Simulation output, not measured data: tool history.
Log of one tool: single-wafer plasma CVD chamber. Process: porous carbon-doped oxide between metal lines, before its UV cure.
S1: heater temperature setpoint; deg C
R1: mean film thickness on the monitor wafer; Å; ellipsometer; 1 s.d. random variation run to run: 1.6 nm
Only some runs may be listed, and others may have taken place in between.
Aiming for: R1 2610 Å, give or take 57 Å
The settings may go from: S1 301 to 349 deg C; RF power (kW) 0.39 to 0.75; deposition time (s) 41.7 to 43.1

{"run": 1, "day": 0.0, "S1": 325, "RF power (kW)": 0.57, "deposition time (s)": 41.7, "R1": 2159.8}
{"run": 2, "day": 0.225, "S1": 325, "RF power (kW)": 0.525, "deposition time (s)": 41.7, "R1": 2005.8}
{"run": 3, "day": 0.55, "S1": 325, "RF power (kW)": 0.525, "deposition time (s)": 41.7, "R1": 1988.6}
{"run": 4, "day": 0.758, "S1": 325, "RF power (kW)": 0.49, "deposition time (s)": 41.7, "R1": 1838.7}
{"run": 5, "day": 1.092, "S1": 325, "RF power (kW)": 0.49, "deposition time (s)": 43.1, "R1": 1898.5}
{"run": 6, "day": 1.233, "S1": 319, "RF power (kW)": 0.53, "deposition time (s)": 43.1, "R1": 2112.6}
{"run": 7, "day": 1.383, "S1": 315, "RF power (kW)": 0.56, "deposition time (s)": 43.1, "R1": 2309.9}
{"run": 8, "day": 1.604, "S1": 311, "RF power (kW)": 0.57, "deposition time (s)": 43.1, "R1": 2381.8}
{"run": 9, "day": 1.671, "S1": 309, "RF power (kW)": 0.58, "deposition time (s)": 43.1, "R1": 2449.1}
{"run": 10, "day": 2.017, "S1": 307, "RF power (kW)": 0.585, "deposition time (s)": 43.1, "R1": 2489.8}
{"run": 11, "day": 2.229, "S1": 306, "RF power (kW)": 0.59, "deposition time (s)": 43.1, "R1": 2516}

Below are 5 possible settings for the next run. Only one of them brings all results inside the allowed miss of their targets. Which is it?
{"run": "A", "day": 2.442, "S1": 302, "RF power (kW)": 0.6, "deposition time (s)": 43.1, "R1": "?"}
{"run": "B", "day": 2.442, "S1": 306, "RF power (kW)": 0.61, "deposition time (s)": 41.7, "R1": "?"}
{"run": "C", "day": 2.442, "S1": 301, "RF power (kW)": 0.635, "deposition time (s)": 43.1, "R1": "?"}
{"run": "D", "day": 2.442, "S1": 305, "RF power (kW)": 0.64, "deposition time (s)": 43.1, "R1": "?"}
{"run": "E", "day": 2.442, "S1": 310, "RF power (kW)": 0.59, "deposition time (s)": 41.7, "R1": "?"}

move=A R1=2600.3
move=B R1=2508.3
move=C R1=2754.6
move=D R1=2720.9
move=E R1=2384.9
A: all results in spec
B: the biggest miss grows against the last run
C: the result that was furthest off in the last run now lies on the other side of its target
D: the result that was furthest off in the last run now lies on the other side of its target
E: the biggest miss grows against the last run
The right move is A.
